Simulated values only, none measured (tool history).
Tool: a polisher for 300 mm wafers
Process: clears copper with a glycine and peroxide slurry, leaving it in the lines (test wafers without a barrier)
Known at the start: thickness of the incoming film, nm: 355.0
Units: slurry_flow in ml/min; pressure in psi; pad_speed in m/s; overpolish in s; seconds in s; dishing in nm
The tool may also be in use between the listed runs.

{"run": 1, "hour": 0.0, "slurry_flow": 130, "pressure": 2.1, "pad_speed": 1.06, "overpolish": 22, "seconds": 81.855, "dishing": 65.206}
{"run": 2, "hour": 2.1, "slurry_flow": 130, "pressure": 2.3, "pad_speed": 1.06, "overpolish": 22, "seconds": 77.23, "dishing": 70.115}
{"run": 3, "hour": 6.4, "slurry_flow": 160, "pressure": 2.3, "pad_speed": 1.06, "overpolish": 22, "seconds": 74.155, "dishing": 70.459}
{"run": 4, "hour": 13.5, "slurry_flow": 165, "pressure": 2.4, "pad_speed": 1.06, "overpolish": 21, "seconds": 72.744, "dishing": 69.363}
{"run": 5, "hour": 17.5, "slurry_flow": 165, "pressure": 2.4, "pad_speed": 1.16, "overpolish": 21, "seconds": 66.538, "dishing": 74.048}
{"run": 6, "hour": 20.6, "slurry_flow": 165, "pressure": 2.5, "pad_speed": 1.16, "overpolish": 21, "seconds": 65.057, "dishing": 75.62}
{"run": 7, "hour": 24.3, "slurry_flow": 165, "pressure": 2.6, "pad_speed": 1.16, "overpolish": 21, "seconds": 63.739, "dishing": 79.023}
{"run": 8, "hour": 27.8, "slurry_flow": 165, "pressure": 2.6, "pad_speed": 1.16, "overpolish": 21, "seconds": 61.927, "dishing": 76.087}
{"run": 9, "hour": 32.7, "slurry_flow": 165, "pressure": 2.7, "pad_speed": 1.16, "overpolish": 21, "seconds": 61.5, "dishing": 81.689}

Forecast run 10:
{"run": 10, "hour": 40.4, "slurry_flow": 170, "pressure": 2.7, "pad_speed": 1.16, "overpolish": 21, "seconds": "?", "dishing": "?"}

seconds: 61.194 s
dishing: 80.154 nm

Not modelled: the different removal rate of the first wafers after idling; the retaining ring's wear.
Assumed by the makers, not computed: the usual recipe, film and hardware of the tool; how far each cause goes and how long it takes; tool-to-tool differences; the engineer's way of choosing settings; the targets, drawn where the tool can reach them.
